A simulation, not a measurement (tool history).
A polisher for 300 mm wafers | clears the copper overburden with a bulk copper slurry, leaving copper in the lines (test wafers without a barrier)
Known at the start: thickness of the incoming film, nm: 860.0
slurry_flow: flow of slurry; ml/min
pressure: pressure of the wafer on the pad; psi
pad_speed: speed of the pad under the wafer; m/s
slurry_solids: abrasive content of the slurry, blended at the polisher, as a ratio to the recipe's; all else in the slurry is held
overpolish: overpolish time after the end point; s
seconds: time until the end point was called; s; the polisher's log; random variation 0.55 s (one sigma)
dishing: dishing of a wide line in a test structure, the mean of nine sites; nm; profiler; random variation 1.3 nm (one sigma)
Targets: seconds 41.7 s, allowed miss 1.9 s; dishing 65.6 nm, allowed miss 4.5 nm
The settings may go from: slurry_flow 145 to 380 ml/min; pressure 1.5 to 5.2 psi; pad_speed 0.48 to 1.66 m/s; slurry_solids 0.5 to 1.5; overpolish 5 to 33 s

run  hour  slurry_flow  pressure  pad_speed  slurry_solids  overpolish  seconds  dishing
  1     0          245       3.3       1.06              1          17     68.9   63.736
  2   8.6          245       3.3       1.16              1          17   64.525   66.218
  3  15.6          245       3.3       1.16              1          10   62.514   55.153
  4  22.8          245       3.7       1.16              1          10    56.21   59.598
  5  28.4          245         4       1.18              1           9   51.914   60.037
  6  33.3          245         4       0.92              1           9   65.432   53.311
  7  38.6          245       4.4       0.96              1           9   58.775   58.617
  8  39.3          245       4.6       1.02              1           8   52.139   57.404

5 next moves are on the table. One of them brings every result within its allowed miss. Which?
  A    40          245       4.7       1.12              1          10        ?        ?
  B    40          225         5       1.18           1.05           9        ?        ?
  C    40          185       5.1       1.08              1          20        ?        ?
  D    40          235       5.2       0.98           1.15          10        ?        ?
  E    40          235       4.6       1.22              1           5        ?        ?

move  seconds  dishing
   A    47.04   65.945
   B   41.815   66.614
   C   46.112   74.762
   D   46.767   66.753
   E   44.292   50.574
A: nearer than the last run, and not there yet
B: meets every target
C: nearer than the last run, and not there yet
D: nearer than the last run, and not there yet
E: nearer than the last run, and not there yet
Answer: B

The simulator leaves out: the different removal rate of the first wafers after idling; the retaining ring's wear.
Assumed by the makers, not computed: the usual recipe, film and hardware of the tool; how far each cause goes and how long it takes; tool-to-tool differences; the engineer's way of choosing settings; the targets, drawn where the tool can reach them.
